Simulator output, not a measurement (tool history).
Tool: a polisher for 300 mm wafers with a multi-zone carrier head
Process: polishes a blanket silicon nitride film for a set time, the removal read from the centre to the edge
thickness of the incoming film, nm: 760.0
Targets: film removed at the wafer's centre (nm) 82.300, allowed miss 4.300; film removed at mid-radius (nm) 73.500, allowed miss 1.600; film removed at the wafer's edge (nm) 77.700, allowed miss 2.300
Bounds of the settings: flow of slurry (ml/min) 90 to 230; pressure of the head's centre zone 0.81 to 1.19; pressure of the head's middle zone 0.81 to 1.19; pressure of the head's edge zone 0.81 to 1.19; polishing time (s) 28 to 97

run    day  flow of slurry (ml/min)  pressure of the head's centre zone  pressure of the head's middle zone  pressure of the head's edge zone  polishing time (s)  film removed at the wafer's centre (nm)  film removed at mid-radius (nm)  film removed at the wafer's edge (nm)
  1  0.000                      150                                1.00                                1.00                              1.00                  62                                  151.280                          155.370                                150.970
  2  0.067                      150                                1.00                                1.04                              1.00                  62                                  150.000                          160.400                                150.110
  3  0.304                      150                                1.00                                1.04                              1.03                  62                                  148.680                          160.600                                154.150
  4  0.400                      140                                0.99                                1.00                              1.00                  55                                  129.130                          133.260                                132.020
  5  0.558                      175                                0.99                                1.00                              1.00                  55                                  139.970                          139.670                                134.400
  6  0.788                      175                                0.99                                0.92                              1.00                  55                                  140.840                          130.120                                136.270
  7  0.975                      175                                0.99                                0.92                              1.00                  55                                  138.870                          132.340                                136.600
  8  1.238                      165                                0.98                                0.90                              0.97                  49                                  118.320                          113.030                                119.700
  9  1.279                      165                                0.99                                0.89                              0.94                  45                                  110.310                          104.800                                107.880
 10  1.329                      155                                1.00                                0.87                              0.92                  42                                  102.840                           94.390                                 98.444
 11  1.600                      145                                1.00                                0.86                              0.90                  41                                  101.100                           89.875                                 94.965
 12  1.950                      135                                0.99                                0.86                              0.88                  40                                   93.851                           86.219                                 90.554

5 next moves are on the table. One of them brings every result within its allowed miss. Which?
  A  2.300                      145                                1.12                                0.87                              0.83                  35                                        ?                                ?                                      ?
  B  2.300                      120                                1.08                                0.81                              1.14                  41                                        ?                                ?                                      ?
  C  2.300                      205                                1.12                                0.89                              0.85                  33                                        ?                                ?                                      ?
  D  2.300                      130                                1.13                                0.90                              0.84                  35                                        ?                                ?                                      ?
  E  2.300                      125                                0.99                                0.83                              0.82                  36                                        ?                                ?                                      ?

move  film removed at the wafer's centre (nm)  film removed at mid-radius (nm)  film removed at the wafer's edge (nm)
   A                                   93.067                           75.906                                 79.374
   B                                  100.120                           80.351                                105.050
   C                                   93.815                           77.404                                 78.990
   D                                   91.460                           76.244                                 78.435
   E                                   81.454                           72.752                                 79.386
A: nearer than the last run, and not there yet
B: further off than the last run
C: nearer than the last run, and not there yet
D: nearer than the last run, and not there yet
E: meets every target
Answer: E
